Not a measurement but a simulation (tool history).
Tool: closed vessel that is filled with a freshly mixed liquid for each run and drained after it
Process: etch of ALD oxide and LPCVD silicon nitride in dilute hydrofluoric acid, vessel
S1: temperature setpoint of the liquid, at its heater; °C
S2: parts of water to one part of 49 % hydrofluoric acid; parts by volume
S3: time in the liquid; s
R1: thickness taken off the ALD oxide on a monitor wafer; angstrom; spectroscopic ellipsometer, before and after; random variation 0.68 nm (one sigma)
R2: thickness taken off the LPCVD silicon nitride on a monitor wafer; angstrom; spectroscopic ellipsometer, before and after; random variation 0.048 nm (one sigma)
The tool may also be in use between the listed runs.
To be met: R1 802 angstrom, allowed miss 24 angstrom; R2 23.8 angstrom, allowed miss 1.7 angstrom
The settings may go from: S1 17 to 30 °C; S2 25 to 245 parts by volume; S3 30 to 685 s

Run 1, day 0: S1 22 °C, S2 135 parts by volume, S3 350 s. Result: R1 493.64 angstrom, R2 11.815 angstrom.
Run 2, day 0.058: S1 24.5 °C, S2 130 parts by volume, S3 350 s. Result: R1 564.87 angstrom, R2 14.481 angstrom.
Run 3, day 0.383: S1 24.5 °C, S2 130 parts by volume, S3 200 s. Result: R1 321.83 angstrom, R2 8.3973 angstrom.
Run 4, day 0.433: S1 26.5 °C, S2 105 parts by volume, S3 205 s. Result: R1 460.05 angstrom, R2 12.062 angstrom.
Run 5, day 0.608: S1 27.5 °C, S2 90 parts by volume, S3 215 s. Result: R1 594.76 angstrom, R2 15.576 angstrom.
Run 6, day 0.792: S1 28.5 °C, S2 85 parts by volume, S3 220 s. Result: R1 674.65 angstrom, R2 18.114 angstrom.
Run 7, day 1.075: S1 30 °C, S2 75 parts by volume, S3 240 s. Result: R1 909.51 angstrom, R2 23.279 angstrom.
Run 8, day 1.167: S1 29 °C, S2 95 parts by volume, S3 280 s. Result: R1 761.29 angstrom, R2 20.823 angstrom.

4 next moves are on the table. One of them brings every result within its allowed miss. Which?
Run A, day 1.258: S1 28.5 °C, S2 115 parts by volume, S3 330 s. Result: R1 ?, R2 ?.
Run B, day 1.258: S1 30 °C, S2 115 parts by volume, S3 320 s. Result: R1 ?, R2 ?.
Run C, day 1.258: S1 30 °C, S2 120 parts by volume, S3 365 s. Result: R1 ?, R2 ?.
Run D, day 1.258: S1 23 °C, S2 45 parts by volume, S3 160 s. Result: R1 ?, R2 ?.

move      R1      R2
   A  712.56  20.698
   B  730.71  22.049
   C  793.26  24.092
   D  778.87  17.671
A: further off than the last run
B: further off than the last run
C: meets every target
D: further off than the last run
Move C is the one to make.
